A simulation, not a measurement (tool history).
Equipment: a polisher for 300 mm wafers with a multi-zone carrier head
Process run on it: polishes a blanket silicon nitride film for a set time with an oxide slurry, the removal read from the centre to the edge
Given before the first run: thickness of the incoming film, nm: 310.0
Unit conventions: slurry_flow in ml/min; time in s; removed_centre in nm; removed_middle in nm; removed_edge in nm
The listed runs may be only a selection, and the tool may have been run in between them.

Run 1, hour 0: slurry_flow 320 ml/min, centre_zone 1, middle_zone 1, edge_zone 1, slurry_solids 1, time 67 s. Result: removed_centre 48.748 nm, removed_middle 51.045 nm, removed_edge 50.515 nm.
Run 2, hour 6: slurry_flow 245 ml/min, centre_zone 1, middle_zone 1, edge_zone 1, slurry_solids 1, time 67 s. Result: removed_centre 46.121 nm, removed_middle 50.648 nm, removed_edge 48.487 nm.
Run 3, hour 11.8: slurry_flow 245 ml/min, centre_zone 1, middle_zone 1, edge_zone 0.97, slurry_solids 1, time 67 s. Result: removed_centre 46.678 nm, removed_middle 49.548 nm, removed_edge 47.848 nm.
Run 4, hour 13: slurry_flow 245 ml/min, centre_zone 1, middle_zone 1, edge_zone 0.97, slurry_solids 1, time 74 s. Result: removed_centre 52.087 nm, removed_middle 55.172 nm, removed_edge 53.07 nm.
Run 5, hour 16.5: slurry_flow 245 ml/min, centre_zone 1.06, middle_zone 1, edge_zone 0.97, slurry_solids 1, time 74 s. Result: removed_centre 55.744 nm, removed_middle 54.792 nm, removed_edge 53.959 nm.
Run 6, hour 21.1: slurry_flow 245 ml/min, centre_zone 1.06, middle_zone 1, edge_zone 0.97, slurry_solids 1.15, time 74 s. Result: removed_centre 58.025 nm, removed_middle 57.936 nm, removed_edge 56.214 nm.
Run 7, hour 29.5: slurry_flow 235 ml/min, centre_zone 1.02, middle_zone 0.99, edge_zone 0.94, slurry_solids 0.95, time 68 s. Result: removed_centre 46.93 nm, removed_middle 49.046 nm, removed_edge 47.354 nm.
Run 8, hour 33.1: slurry_flow 230 ml/min, centre_zone 1.02, middle_zone 0.99, edge_zone 0.92, slurry_solids 0.8, time 63 s. Result: removed_centre 40.973 nm, removed_middle 41.045 nm, removed_edge 40.379 nm.

Run 9, settings as shown, results not yet in. Your forecast:
At hour 41.8: centre zone pressure recalibrated.
Run 9, hour 41.8: slurry_flow 245 ml/min, centre_zone 0.92, middle_zone 1.04, edge_zone 0.86, slurry_solids 0.55, time 55 s. Result: removed_centre ?, removed_middle ?, removed_edge ?.

removed_centre: 28.983 nm
removed_middle: 32.484 nm
removed_edge: 28.768 nm
